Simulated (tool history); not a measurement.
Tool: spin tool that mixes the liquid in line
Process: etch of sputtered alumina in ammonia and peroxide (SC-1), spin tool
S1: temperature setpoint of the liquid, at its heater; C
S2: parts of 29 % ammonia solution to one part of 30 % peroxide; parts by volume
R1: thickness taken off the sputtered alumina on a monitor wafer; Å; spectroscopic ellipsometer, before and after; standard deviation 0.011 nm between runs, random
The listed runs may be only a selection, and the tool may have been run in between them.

{"run": 1, "hour": 0.0, "S1": 60, "S2": 0.95, "time under the liquid (s)": 35, "R1": 36.021}
{"run": 2, "hour": 7.5, "S1": 63, "S2": 0.95, "time under the liquid (s)": 35, "R1": 41.648}
{"run": 3, "hour": 10.5, "S1": 63, "S2": 0.7, "time under the liquid (s)": 35, "R1": 40.652}
{"run": 4, "hour": 17.8, "S1": 67.5, "S2": 0.7, "time under the liquid (s)": 35, "R1": 51.325}
{"run": 5, "hour": 26.5, "S1": 70, "S2": 0.7, "time under the liquid (s)": 35, "R1": 57.271}
{"run": 6, "hour": 32.6, "S1": 66, "S2": 0.7, "time under the liquid (s)": 35, "R1": 47.56}
{"run": 7, "hour": 33.4, "S1": 62.5, "S2": 0.7, "time under the liquid (s)": 35, "R1": 39.268}
{"run": 8, "hour": 37.3, "S1": 60, "S2": 0.7, "time under the liquid (s)": 35, "R1": 34.934}
{"run": 9, "hour": 40.6, "S1": 58, "S2": 0.7, "time under the liquid (s)": 35, "R1": 31.631}
{"run": 10, "hour": 42.9, "S1": 56, "S2": 0.7, "time under the liquid (s)": 35, "R1": 28.146}
{"run": 11, "hour": 51.2, "S1": 54.5, "S2": 0.7, "time under the liquid (s)": 35, "R1": 26.358}

Forecast run 12:
{"run": 12, "hour": 60.1, "S1": 47.5, "S2": 0.7, "time under the liquid (s)": 35, "R1": "?"}

Run 12 came out at R1 17.88 Å.

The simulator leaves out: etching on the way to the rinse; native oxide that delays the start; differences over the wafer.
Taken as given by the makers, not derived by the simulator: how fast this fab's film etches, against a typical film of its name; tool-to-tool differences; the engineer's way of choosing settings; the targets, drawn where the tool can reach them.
